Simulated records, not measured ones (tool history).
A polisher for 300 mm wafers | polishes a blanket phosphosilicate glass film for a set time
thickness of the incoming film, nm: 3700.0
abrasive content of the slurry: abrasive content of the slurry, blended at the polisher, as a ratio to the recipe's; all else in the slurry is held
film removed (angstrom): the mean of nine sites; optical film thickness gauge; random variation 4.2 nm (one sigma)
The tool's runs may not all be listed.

| run | hour | flow of slurry (ml/min) | pressure of the wafer on the pad (psi) | speed of the pad under the wafer (m/s) | abrasive content of the slurry | polishing time (s) | film removed (angstrom) |
|---|---|---|---|---|---|---|---|
| 1 | 0.0 | 225 | 3.5 | 1.22 | 1.00 | 87 | 8282.6 |
| 2 | 5.2 | 225 | 3.5 | 1.34 | 1.00 | 87 | 9166.2 |
| 3 | 5.9 | 225 | 3.5 | 1.58 | 1.00 | 87 | 10537.0 |
| 4 | 11.8 | 225 | 3.5 | 1.78 | 1.00 | 87 | 11665.0 |
| 5 | 20.1 | 225 | 3.5 | 1.78 | 1.00 | 87 | 11888.0 |
| 6 | 25.4 | 200 | 3.5 | 1.78 | 1.00 | 87 | 11227.0 |
| 7 | 32.2 | 190 | 3.1 | 1.54 | 0.95 | 87 | 8570.4 |

The next listed run, before its measurement:
| 8 | 37.9 | 180 | 2.8 | 1.34 | 0.90 | 87 | ? |

film removed (angstrom): 6894.7
